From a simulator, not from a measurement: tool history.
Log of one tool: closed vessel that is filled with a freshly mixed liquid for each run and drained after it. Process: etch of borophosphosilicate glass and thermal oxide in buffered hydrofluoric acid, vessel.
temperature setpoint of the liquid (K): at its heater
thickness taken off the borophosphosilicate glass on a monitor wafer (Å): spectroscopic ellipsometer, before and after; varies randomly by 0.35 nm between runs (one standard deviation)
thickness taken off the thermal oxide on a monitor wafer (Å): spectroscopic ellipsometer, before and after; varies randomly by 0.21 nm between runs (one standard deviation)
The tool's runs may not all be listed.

run,hour,temperature setpoint of the liquid (K),parts of 40 % ammonium fluoride to one part of 49 % hydrofluoric acid (parts by volume),time in the liquid (s),thickness taken off the borophosphosilicate glass on a monitor wafer (Å),thickness taken off the thermal oxide on a monitor wafer (Å)
1,0.0,298.15,20.0,60,529.20,351.87
2,4.9,297.65,20.0,60,520.11,340.95
3,10.9,297.65,20.0,80,695.06,454.02
4,15.4,297.65,25.5,80,592.25,386.64
5,20.5,296.65,25.5,80,556.10,364.43
6,26.7,296.65,28.0,80,519.86,346.71

What will run 7 give?
7,30.3,296.15,28.0,80,?,?

For run 7 the tool returned thickness taken off the borophosphosilicate glass on a monitor wafer (Å) 502.48, thickness taken off the thermal oxide on a monitor wafer (Å) 333.14.
